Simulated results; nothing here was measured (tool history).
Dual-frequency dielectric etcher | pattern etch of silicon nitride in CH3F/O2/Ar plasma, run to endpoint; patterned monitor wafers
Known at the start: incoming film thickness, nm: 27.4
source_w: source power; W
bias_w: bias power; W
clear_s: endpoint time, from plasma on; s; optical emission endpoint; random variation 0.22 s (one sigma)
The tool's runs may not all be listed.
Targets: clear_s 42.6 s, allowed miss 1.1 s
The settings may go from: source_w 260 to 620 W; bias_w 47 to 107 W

| run | day | source_w | bias_w | clear_s |
|---|---|---|---|---|
| 1 | 0 | 440 | 77 | 34.199 |
| 2 | 0.296 | 510 | 77 | 33.053 |
| 3 | 0.362 | 450 | 77 | 34.44 |
| 4 | 0.6 | 430 | 74 | 35.697 |
| 5 | 0.75 | 390 | 74 | 36.067 |
| 6 | 0.9 | 380 | 72 | 37.055 |
| 7 | 1.142 | 370 | 71 | 37.293 |
| 8 | 1.467 | 280 | 56 | 44.949 |
| 9 | 1.562 | 290 | 56 | 44.551 |

4 next moves are on the table. One of them brings every result within its allowed miss. Which?
| A | 1.658 | 400 | 51 | ? |
| B | 1.658 | 310 | 51 | ? |
| C | 1.658 | 260 | 59 | ? |
| D | 1.658 | 310 | 52 | ? |

| move | clear_s |
|---|---|
| A | 43.191 |
| B | 46.06 |
| C | 44.681 |
| D | 45.627 |
A: meets every target
B: further off than the last run
C: further off than the last run
D: further off than the last run
Move A is the one to make.

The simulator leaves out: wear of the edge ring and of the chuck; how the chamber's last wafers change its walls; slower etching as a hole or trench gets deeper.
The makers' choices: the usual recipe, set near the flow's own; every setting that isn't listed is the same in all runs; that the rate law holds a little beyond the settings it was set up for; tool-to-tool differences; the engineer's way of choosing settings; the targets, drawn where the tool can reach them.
